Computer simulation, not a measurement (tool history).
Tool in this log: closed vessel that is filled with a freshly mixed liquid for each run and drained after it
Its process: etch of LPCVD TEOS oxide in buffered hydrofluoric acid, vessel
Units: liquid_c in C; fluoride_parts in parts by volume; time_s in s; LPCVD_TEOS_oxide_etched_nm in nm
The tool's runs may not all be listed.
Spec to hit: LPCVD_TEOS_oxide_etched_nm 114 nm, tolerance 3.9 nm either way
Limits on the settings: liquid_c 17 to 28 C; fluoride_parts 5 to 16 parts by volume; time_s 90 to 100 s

| run | day | liquid_c | fluoride_parts | time_s | LPCVD_TEOS_oxide_etched_nm |
|---|---|---|---|---|---|
| 1 | 0 | 20 | 9.5 | 90 | 196.52 |
| 2 | 0.296 | 19.5 | 10.5 | 90 | 174.46 |
| 3 | 0.654 | 23 | 10.5 | 90 | 212.55 |
| 4 | 0.904 | 23 | 13 | 90 | 170.99 |
| 5 | 1.088 | 23 | 13 | 90 | 170.55 |
| 6 | 1.425 | 21.5 | 13 | 90 | 157.89 |
| 7 | 1.617 | 20.5 | 13.5 | 90 | 144.18 |
| 8 | 1.692 | 19.5 | 13.5 | 90 | 138.47 |
| 9 | 1.775 | 19 | 13.5 | 90 | 132.44 |
| 10 | 2.125 | 19 | 13.5 | 90 | 132.76 |
| 11 | 2.246 | 18.5 | 13.5 | 90 | 129.57 |

Of the 5 settings listed for the next run, only one would bring every result within its allowed miss of target. Which one?
| A | 2.367 | 17.5 | 14.5 | 90 | ? |
| B | 2.367 | 18.5 | 11.5 | 90 | ? |
| C | 2.367 | 20 | 12 | 90 | ? |
| D | 2.367 | 18.5 | 14 | 90 | ? |
| E | 2.367 | 17 | 14.5 | 100 | ? |

| move | LPCVD_TEOS_oxide_etched_nm |
|---|---|
| A | 113.46 |
| B | 150.73 |
| C | 157.33 |
| D | 124.3 |
| E | 122.52 |
A: in spec on every target
B: moves away from the targets compared with the last run
C: moves away from the targets compared with the last run
D: closer than the last run, but not yet in spec
E: closer than the last run, but not yet in spec
Move A is the one to make.
